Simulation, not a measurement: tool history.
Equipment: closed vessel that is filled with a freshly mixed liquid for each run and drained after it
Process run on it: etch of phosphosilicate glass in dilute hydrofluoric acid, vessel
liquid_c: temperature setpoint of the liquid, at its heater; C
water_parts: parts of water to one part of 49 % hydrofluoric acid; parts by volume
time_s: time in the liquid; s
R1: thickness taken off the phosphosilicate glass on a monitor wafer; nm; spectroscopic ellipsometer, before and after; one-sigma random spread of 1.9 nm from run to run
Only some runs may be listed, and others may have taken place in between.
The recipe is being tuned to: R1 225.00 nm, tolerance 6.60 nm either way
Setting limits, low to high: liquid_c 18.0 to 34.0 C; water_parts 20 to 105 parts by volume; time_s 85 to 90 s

Run 1, day 0.000: liquid_c 26.0 C, water_parts 55 parts by volume, time_s 85 s. Result: R1 124.06 nm.
Run 2, day 0.104: liquid_c 26.0 C, water_parts 55 parts by volume, time_s 85 s. Result: R1 124.94 nm.
Run 3, day 0.333: liquid_c 28.5 C, water_parts 55 parts by volume, time_s 85 s. Result: R1 138.50 nm.
Run 4, day 0.450: liquid_c 30.0 C, water_parts 50 parts by volume, time_s 85 s. Result: R1 163.76 nm.
Run 5, day 0.496: liquid_c 30.0 C, water_parts 50 parts by volume, time_s 85 s. Result: R1 162.81 nm.
Run 6, day 0.750: liquid_c 31.0 C, water_parts 50 parts by volume, time_s 85 s. Result: R1 169.90 nm.
Run 7, day 0.867: liquid_c 32.0 C, water_parts 50 parts by volume, time_s 85 s. Result: R1 176.82 nm.
Run 8, day 0.896: liquid_c 32.5 C, water_parts 50 parts by volume, time_s 85 s. Result: R1 178.29 nm.
Run 9, day 1.008: liquid_c 33.0 C, water_parts 50 parts by volume, time_s 85 s. Result: R1 184.46 nm.

Next run, 4 choices. One meets every target within its allowed miss, the rest don't. Which?
Run A, day 1.121: liquid_c 33.0 C, water_parts 40 parts by volume, time_s 90 s. Result: R1 ?.
Run B, day 1.121: liquid_c 34.0 C, water_parts 45 parts by volume, time_s 90 s. Result: R1 ?.
Run C, day 1.121: liquid_c 34.0 C, water_parts 40 parts by volume, time_s 90 s. Result: R1 ?.
Run D, day 1.121: liquid_c 32.0 C, water_parts 60 parts by volume, time_s 85 s. Result: R1 ?.

move      R1
   A  247.78
   B  226.95
   C  257.52
   D  145.29
A: pushes the last run's worst result past its target
B: hits every target within its allowed miss
C: pushes the last run's worst result past its target
D: further off than the last run
The move that meets every target is B.
